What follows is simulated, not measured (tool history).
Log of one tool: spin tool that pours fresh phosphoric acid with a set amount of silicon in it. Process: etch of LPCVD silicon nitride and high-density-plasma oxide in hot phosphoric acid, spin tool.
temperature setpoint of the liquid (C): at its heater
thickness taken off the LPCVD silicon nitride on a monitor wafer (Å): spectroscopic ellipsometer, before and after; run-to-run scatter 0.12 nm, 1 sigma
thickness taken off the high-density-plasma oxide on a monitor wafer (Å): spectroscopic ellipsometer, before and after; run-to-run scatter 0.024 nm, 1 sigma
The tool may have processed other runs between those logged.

run,hour,temperature setpoint of the liquid (C),silicon dissolved in the acid as it is poured (mg a litre),time under the liquid (s),thickness taken off the LPCVD silicon nitride on a monitor wafer (Å),thickness taken off the high-density-plasma oxide on a monitor wafer (Å)
1,0.0,162.0,9.0,180,141.630,11.03400
2,3.5,162.0,9.0,110,87.672,6.58360
3,10.0,162.0,9.0,50,39.651,3.12000
4,13.1,162.0,9.0,15,11.845,0.89464
5,14.2,162.5,10.5,35,28.060,2.18570
6,23.2,163.0,12.0,45,36.585,2.79150
7,28.6,163.0,12.0,45,36.693,2.71770
8,29.7,163.5,13.0,50,41.118,3.07570

For run 9, what comes out?
9,37.5,164.0,14.0,60,?,?

thickness taken off the LPCVD silicon nitride on a monitor wafer (Å): 50.374
thickness taken off the high-density-plasma oxide on a monitor wafer (Å): 3.83390
